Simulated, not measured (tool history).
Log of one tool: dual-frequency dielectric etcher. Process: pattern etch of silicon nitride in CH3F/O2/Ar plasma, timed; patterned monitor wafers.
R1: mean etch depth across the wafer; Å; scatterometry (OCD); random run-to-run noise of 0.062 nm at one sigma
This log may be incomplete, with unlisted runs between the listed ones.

{"run": 1, "hour": 0.0, "source power (W)": 530, "bias power (W)": 60, "etch time (s)": 24.5, "R1": 183.71}
{"run": 2, "hour": 5.4, "source power (W)": 480, "bias power (W)": 56, "etch time (s)": 24.0, "R1": 168.66}
{"run": 3, "hour": 8.0, "source power (W)": 480, "bias power (W)": 65, "etch time (s)": 24.0, "R1": 177.66}
{"run": 4, "hour": 14.2, "source power (W)": 440, "bias power (W)": 63, "etch time (s)": 24.0, "R1": 169.64}
{"run": 5, "hour": 15.6, "source power (W)": 410, "bias power (W)": 61, "etch time (s)": 24.0, "R1": 161.1}
{"run": 6, "hour": 17.3, "source power (W)": 450, "bias power (W)": 61, "etch time (s)": 24.0, "R1": 168.83}

What does the tool deliver on the next run?
{"run": 7, "hour": 20.8, "source power (W)": 420, "bias power (W)": 60, "etch time (s)": 24.0, "R1": "?"}

{"run 7": {"R1": 162.61}}

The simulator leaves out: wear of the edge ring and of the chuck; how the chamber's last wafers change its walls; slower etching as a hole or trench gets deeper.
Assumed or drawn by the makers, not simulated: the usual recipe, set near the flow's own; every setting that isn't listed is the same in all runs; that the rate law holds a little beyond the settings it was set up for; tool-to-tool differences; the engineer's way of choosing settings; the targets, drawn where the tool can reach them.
